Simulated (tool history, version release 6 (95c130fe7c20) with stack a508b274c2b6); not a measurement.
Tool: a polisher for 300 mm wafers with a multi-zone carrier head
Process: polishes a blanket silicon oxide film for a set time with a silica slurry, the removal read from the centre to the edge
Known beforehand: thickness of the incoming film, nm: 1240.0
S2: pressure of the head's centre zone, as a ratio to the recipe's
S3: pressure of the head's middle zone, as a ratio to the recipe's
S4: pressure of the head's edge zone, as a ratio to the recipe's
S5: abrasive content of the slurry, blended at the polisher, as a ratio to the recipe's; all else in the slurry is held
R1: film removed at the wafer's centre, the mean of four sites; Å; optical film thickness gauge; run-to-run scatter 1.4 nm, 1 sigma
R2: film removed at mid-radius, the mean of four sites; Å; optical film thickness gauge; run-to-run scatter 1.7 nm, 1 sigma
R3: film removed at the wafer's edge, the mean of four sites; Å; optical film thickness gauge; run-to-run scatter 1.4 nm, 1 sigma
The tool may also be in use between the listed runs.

run 1 hour=0 | flow_of_slurry_(ml/min)=230 S2=1 S3=1 S4=1 S5=1 polishing_time_(s)=36 | R1=842.35 R2=877.55 R3=879.69
run 2 hour=0.7 | flow_of_slurry_(ml/min)=230 S2=1.01 S3=1 S4=1.02 S5=1.1 polishing_time_(s)=36 | R1=868.88 R2=952.46 R3=920.19
run 3 hour=2.9 | flow_of_slurry_(ml/min)=230 S2=1.01 S3=1 S4=1.02 S5=1.25 polishing_time_(s)=36 | R1=940.46 R2=1015.2 R3=967.75
run 4 hour=5.4 | flow_of_slurry_(ml/min)=230 S2=1.01 S3=1.04 S4=1.02 S5=1.25 polishing_time_(s)=36 | R1=921.56 R2=1028.3 R3=960.37
run 5 hour=13.5 | flow_of_slurry_(ml/min)=230 S2=1.02 S3=1.01 S4=1.04 S5=1.3 polishing_time_(s)=36 | R1=948.07 R2=1028.3 R3=1000.7
-- hour=22.3 centre zone pressure recalibrated
run 6 hour=22.3 | flow_of_slurry_(ml/min)=235 S2=1.03 S3=1.01 S4=1.05 S5=1.35 polishing_time_(s)=36 | R1=1044.2 R2=1046.4 R3=1038.4
run 7 hour=25.6 | flow_of_slurry_(ml/min)=240 S2=1.02 S3=1.01 S4=1.07 S5=1.35 polishing_time_(s)=36 | R1=1036.9 R2=1023.8 R3=1041
run 8 hour=33.9 | flow_of_slurry_(ml/min)=235 S2=1.01 S3=1.01 S4=1.08 S5=1.35 polishing_time_(s)=37 | R1=1052.5 R2=1085.2 R3=1070.5
run 9 hour=42.5 | flow_of_slurry_(ml/min)=235 S2=1 S3=1 S4=1.09 S5=1.35 polishing_time_(s)=37 | R1=1063.5 R2=1076.5 R3=1078.9

What does the tool deliver on the next run?
run 10 hour=49.4 | flow_of_slurry_(ml/min)=230 S2=0.99 S3=0.99 S4=1.1 S5=1.35 polishing_time_(s)=37 | R1=? R2=? R3=?

{"run 10": {"R1": 1028.4, "R2": 1043.7, "R3": 1082.2}}
